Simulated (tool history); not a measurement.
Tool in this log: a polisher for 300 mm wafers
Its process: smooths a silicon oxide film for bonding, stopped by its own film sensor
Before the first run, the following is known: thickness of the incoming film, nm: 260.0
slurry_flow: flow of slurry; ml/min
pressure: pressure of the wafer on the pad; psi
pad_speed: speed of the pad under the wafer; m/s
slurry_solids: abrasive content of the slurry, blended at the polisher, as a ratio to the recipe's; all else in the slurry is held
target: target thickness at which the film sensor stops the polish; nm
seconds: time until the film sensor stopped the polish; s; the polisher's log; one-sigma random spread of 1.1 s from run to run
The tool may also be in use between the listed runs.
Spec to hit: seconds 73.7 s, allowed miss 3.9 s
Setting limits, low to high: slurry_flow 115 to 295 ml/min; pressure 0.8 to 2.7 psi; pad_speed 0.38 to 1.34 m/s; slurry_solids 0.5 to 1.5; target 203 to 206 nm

{"run": 1, "day": 0.0, "slurry_flow": 190, "pressure": 1.7, "pad_speed": 0.86, "slurry_solids": 1, "target": 206, "seconds": 104.08}
{"run": 2, "day": 0.079, "slurry_flow": 190, "pressure": 1.7, "pad_speed": 0.86, "slurry_solids": 1.2, "target": 206, "seconds": 97.679}
{"run": 3, "day": 0.225, "slurry_flow": 220, "pressure": 1.7, "pad_speed": 0.86, "slurry_solids": 1.2, "target": 206, "seconds": 97.34}
{"run": 4, "day": 0.254, "slurry_flow": 220, "pressure": 1.8, "pad_speed": 0.86, "slurry_solids": 1.2, "target": 206, "seconds": 91.808}
{"run": 5, "day": 0.579, "slurry_flow": 220, "pressure": 1.4, "pad_speed": 0.86, "slurry_solids": 1.2, "target": 206, "seconds": 115.49}
{"run": 6, "day": 0.821, "slurry_flow": 220, "pressure": 1.4, "pad_speed": 0.86, "slurry_solids": 1, "target": 206, "seconds": 120.83}
{"run": 7, "day": 0.858, "slurry_flow": 220, "pressure": 1.5, "pad_speed": 0.86, "slurry_solids": 1, "target": 206, "seconds": 114.26}
{"run": 8, "day": 0.892, "slurry_flow": 220, "pressure": 2, "pad_speed": 0.92, "slurry_solids": 1, "target": 206, "seconds": 84.479}
{"run": 9, "day": 0.917, "slurry_flow": 220, "pressure": 2.1, "pad_speed": 0.94, "slurry_solids": 1, "target": 206, "seconds": 80.135}
{"run": 10, "day": 1.246, "slurry_flow": 220, "pressure": 2.1, "pad_speed": 0.94, "slurry_solids": 1, "target": 206, "seconds": 79.107}

Next run, 5 choices. One meets every target within its allowed miss, the rest don't. Which?
{"run": "A", "day": 1.575, "slurry_flow": 200, "pressure": 2.2, "pad_speed": 1.04, "slurry_solids": 0.95, "target": 206, "seconds": "?"}
{"run": "B", "day": 1.575, "slurry_flow": 225, "pressure": 2.1, "pad_speed": 0.88, "slurry_solids": 0.85, "target": 206, "seconds": "?"}
{"run": "C", "day": 1.575, "slurry_flow": 200, "pressure": 2.1, "pad_speed": 0.92, "slurry_solids": 0.9, "target": 206, "seconds": "?"}
{"run": "D", "day": 1.575, "slurry_flow": 210, "pressure": 2.1, "pad_speed": 0.94, "slurry_solids": 0.95, "target": 204, "seconds": "?"}
{"run": "E", "day": 1.575, "slurry_flow": 245, "pressure": 2, "pad_speed": 0.88, "slurry_solids": 1, "target": 206, "seconds": "?"}

move=A seconds=75.163
move=B seconds=90.303
move=C seconds=86.969
move=D seconds=86.573
move=E seconds=87.845
A: all results land within tolerance of their targets
B: the biggest miss grows against the last run
C: the biggest miss grows against the last run
D: the biggest miss grows against the last run
E: the biggest miss grows against the last run
Move A is the one to make.
